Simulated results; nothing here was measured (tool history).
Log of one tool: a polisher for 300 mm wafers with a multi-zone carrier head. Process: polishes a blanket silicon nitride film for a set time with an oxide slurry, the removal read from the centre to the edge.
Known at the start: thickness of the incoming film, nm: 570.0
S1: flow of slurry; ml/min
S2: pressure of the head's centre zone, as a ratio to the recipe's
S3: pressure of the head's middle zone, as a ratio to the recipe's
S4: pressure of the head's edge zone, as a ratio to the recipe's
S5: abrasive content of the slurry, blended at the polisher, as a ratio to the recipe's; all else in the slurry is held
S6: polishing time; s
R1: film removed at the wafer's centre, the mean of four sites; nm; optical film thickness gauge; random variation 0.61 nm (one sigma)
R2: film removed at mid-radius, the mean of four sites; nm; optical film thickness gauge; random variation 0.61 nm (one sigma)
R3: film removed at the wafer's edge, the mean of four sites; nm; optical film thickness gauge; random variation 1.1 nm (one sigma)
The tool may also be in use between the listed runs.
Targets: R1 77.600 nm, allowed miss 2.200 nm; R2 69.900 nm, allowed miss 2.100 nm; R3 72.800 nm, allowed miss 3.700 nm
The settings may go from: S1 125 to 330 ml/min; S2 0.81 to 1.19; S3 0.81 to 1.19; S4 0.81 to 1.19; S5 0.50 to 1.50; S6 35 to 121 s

Run 1, day 0.000: S1 210 ml/min, S2 1.00, S3 1.00, S4 1.00, S5 1.00, S6 78 s. Result: R1 48.753 nm, R2 49.444 nm, R3 48.128 nm.
Run 2, day 0.192: S1 220 ml/min, S2 1.03, S3 1.01, S4 1.05, S5 1.15, S6 80 s. Result: R1 55.875 nm, R2 55.429 nm, R3 52.468 nm.
Run 3, day 0.546: S1 210 ml/min, S2 1.03, S3 0.98, S4 1.07, S5 1.25, S6 84 s. Result: R1 60.959 nm, R2 59.144 nm, R3 60.419 nm.
Run 4, day 0.879: S1 210 ml/min, S2 1.05, S3 0.98, S4 1.08, S5 1.30, S6 85 s. Result: R1 63.427 nm, R2 60.414 nm, R3 61.547 nm.
Run 5, day 1.050: S1 210 ml/min, S2 1.05, S3 0.90, S4 1.08, S5 1.30, S6 85 s. Result: R1 63.032 nm, R2 56.997 nm, R3 61.878 nm.
Run 6, day 1.200: S1 210 ml/min, S2 1.08, S3 0.90, S4 1.08, S5 1.30, S6 85 s. Result: R1 65.001 nm, R2 57.850 nm, R3 62.874 nm.
Run 7, day 1.225: S1 215 ml/min, S2 1.09, S3 0.93, S4 1.10, S5 1.35, S6 86 s. Result: R1 69.032 nm, R2 60.727 nm, R3 63.903 nm.
Run 8, day 1.546: S1 215 ml/min, S2 1.09, S3 0.94, S4 1.11, S5 1.40, S6 87 s. Result: R1 70.551 nm, R2 62.929 nm, R3 66.199 nm.
Run 9, day 1.721: S1 220 ml/min, S2 1.09, S3 0.95, S4 1.12, S5 1.45, S6 88 s. Result: R1 72.436 nm, R2 65.066 nm, R3 69.347 nm.
Run 10, day 2.050: S1 230 ml/min, S2 1.10, S3 0.96, S4 1.13, S5 1.45, S6 88 s. Result: R1 73.021 nm, R2 65.549 nm, R3 69.104 nm.
Run 11, day 2.275: S1 230 ml/min, S2 1.10, S3 0.97, S4 1.13, S5 1.45, S6 89 s. Result: R1 74.083 nm, R2 66.983 nm, R3 68.441 nm.
Run 12, day 2.562: S1 225 ml/min, S2 1.10, S3 0.97, S4 1.13, S5 1.45, S6 90 s. Result: R1 74.335 nm, R2 67.272 nm, R3 69.724 nm.
Run 13, day 2.629: S1 225 ml/min, S2 1.10, S3 0.97, S4 1.13, S5 1.45, S6 90 s. Result: R1 75.372 nm, R2 67.119 nm, R3 70.407 nm.
Run 14, day 2.712: S1 225 ml/min, S2 1.10, S3 0.98, S4 1.13, S5 1.45, S6 90 s. Result: R1 76.284 nm, R2 67.106 nm, R3 71.305 nm.
Run 15, day 2.738: S1 225 ml/min, S2 1.10, S3 0.99, S4 1.13, S5 1.45, S6 90 s. Result: R1 75.255 nm, R2 68.885 nm, R3 69.179 nm.
Run 16, day 2.775: S1 225 ml/min, S2 1.10, S3 0.98, S4 1.14, S5 1.45, S6 90 s. Result: R1 75.222 nm, R2 67.066 nm, R3 71.477 nm.
Run 17, day 2.929: S1 230 ml/min, S2 1.10, S3 0.99, S4 1.14, S5 1.45, S6 90 s. Result: R1 74.026 nm, R2 68.414 nm, R3 71.036 nm.

Which of these 5 next moves meets every target?
Run A, day 3.083: S1 255 ml/min, S2 1.07, S3 1.10, S4 1.10, S5 1.50, S6 86 s. Result: R1 ?, R2 ?, R3 ?.
Run B, day 3.083: S1 245 ml/min, S2 1.01, S3 0.98, S4 1.19, S5 1.45, S6 90 s. Result: R1 ?, R2 ?, R3 ?.
Run C, day 3.083: S1 215 ml/min, S2 1.15, S3 1.06, S4 1.04, S5 1.50, S6 87 s. Result: R1 ?, R2 ?, R3 ?.
Run D, day 3.083: S1 185 ml/min, S2 1.16, S3 0.98, S4 1.11, S5 1.50, S6 87 s. Result: R1 ?, R2 ?, R3 ?.
Run E, day 3.083: S1 330 ml/min, S2 1.13, S3 1.02, S4 1.19, S5 1.50, S6 86 s. Result: R1 ?, R2 ?, R3 ?.

move      R1      R2      R3
   A  71.339  71.780  66.764
   B  69.100  68.329  71.622
   C  75.876  69.392  64.717
   D  74.800  64.554  65.918
   E  77.464  69.955  70.936
A: further off than the last run
B: further off than the last run
C: brings the result that was furthest off to its target, and leaves another outside
D: further off than the last run
E: meets every target
Move E is the one to make.
